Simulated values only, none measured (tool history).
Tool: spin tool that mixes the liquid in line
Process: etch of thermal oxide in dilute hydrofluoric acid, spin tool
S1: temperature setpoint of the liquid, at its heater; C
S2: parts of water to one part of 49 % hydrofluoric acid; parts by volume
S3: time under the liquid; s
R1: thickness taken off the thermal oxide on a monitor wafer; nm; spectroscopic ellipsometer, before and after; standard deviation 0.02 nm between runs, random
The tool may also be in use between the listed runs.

| run | day | S1 | S2 | S3 | R1 |
|---|---|---|---|---|---|
| 1 | 0.000 | 25.0 | 120 | 95 | 3.6958 |
| 2 | 0.158 | 24.0 | 125 | 95 | 3.4151 |
| 3 | 0.338 | 22.5 | 125 | 95 | 3.1940 |
| 4 | 0.546 | 22.0 | 125 | 95 | 3.1846 |
| 5 | 0.725 | 21.5 | 125 | 95 | 3.1027 |
| 6 | 0.871 | 21.5 | 100 | 95 | 3.9917 |
| 7 | 1.133 | 21.0 | 105 | 95 | 3.7050 |
|  | 1.412 | hydrofluoric acid flow meter replaced |
| 8 | 1.412 | 20.5 | 110 | 95 | 3.2687 |
| 9 | 1.454 | 20.0 | 110 | 95 | 3.1913 |
| 10 | 1.496 | 19.5 | 110 | 95 | 3.1105 |

Run 11, settings as shown, results not yet in. Your forecast:
| 11 | 1.783 | 19.5 | 110 | 95 | ? |

{"run 11": {"R1": 3.1227}}
